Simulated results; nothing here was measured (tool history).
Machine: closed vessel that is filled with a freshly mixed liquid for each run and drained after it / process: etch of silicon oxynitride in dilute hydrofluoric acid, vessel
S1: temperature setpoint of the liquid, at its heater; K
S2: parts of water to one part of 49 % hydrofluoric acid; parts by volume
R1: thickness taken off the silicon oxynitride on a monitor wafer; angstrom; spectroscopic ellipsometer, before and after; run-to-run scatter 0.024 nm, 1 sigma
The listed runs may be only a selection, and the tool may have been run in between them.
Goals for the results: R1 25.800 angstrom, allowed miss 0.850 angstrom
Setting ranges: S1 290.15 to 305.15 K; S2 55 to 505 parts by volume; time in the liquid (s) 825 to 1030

Run 1, day 0.000: S1 297.15 K, S2 280 parts by volume, time in the liquid (s) 1030. Result: R1 48.080 angstrom.
Run 2, day 0.079: S1 300.15 K, S2 280 parts by volume, time in the liquid (s) 1030. Result: R1 54.979 angstrom.
Run 3, day 0.375: S1 300.15 K, S2 280 parts by volume, time in the liquid (s) 1030. Result: R1 54.736 angstrom.
Run 4, day 0.571: S1 300.15 K, S2 280 parts by volume, time in the liquid (s) 1030. Result: R1 54.972 angstrom.
Run 5, day 0.733: S1 300.15 K, S2 360 parts by volume, time in the liquid (s) 1030. Result: R1 39.982 angstrom.
Run 6, day 0.958: S1 300.15 K, S2 360 parts by volume, time in the liquid (s) 1030. Result: R1 40.172 angstrom.
Run 7, day 1.121: S1 299.15 K, S2 360 parts by volume, time in the liquid (s) 1030. Result: R1 38.419 angstrom.
Run 8, day 1.271: S1 295.15 K, S2 370 parts by volume, time in the liquid (s) 1030. Result: R1 31.702 angstrom.
Run 9, day 1.662: S1 294.65 K, S2 370 parts by volume, time in the liquid (s) 1030. Result: R1 30.856 angstrom.
Run 10, day 1.817: S1 294.15 K, S2 370 parts by volume, time in the liquid (s) 1030. Result: R1 30.238 angstrom.
Run 11, day 1.938: S1 293.65 K, S2 370 parts by volume, time in the liquid (s) 1030. Result: R1 29.837 angstrom.

4 candidate next runs follow, results not yet known. Just one meets every target within its allowed miss. Identify it.
Run A, day 2.058: S1 292.15 K, S2 300 parts by volume, time in the liquid (s) 825. Result: R1 ?.
Run B, day 2.058: S1 293.65 K, S2 355 parts by volume, time in the liquid (s) 920. Result: R1 ?.
Run C, day 2.058: S1 294.15 K, S2 395 parts by volume, time in the liquid (s) 935. Result: R1 ?.
Run D, day 2.058: S1 290.15 K, S2 285 parts by volume, time in the liquid (s) 825. Result: R1 ?.

move      R1
   A  28.245
   B  27.533
   C  25.098
   D  27.376
A: nearer than the last run, and not there yet
B: nearer than the last run, and not there yet
C: every result within its allowed miss
D: nearer than the last run, and not there yet
The right move is C.
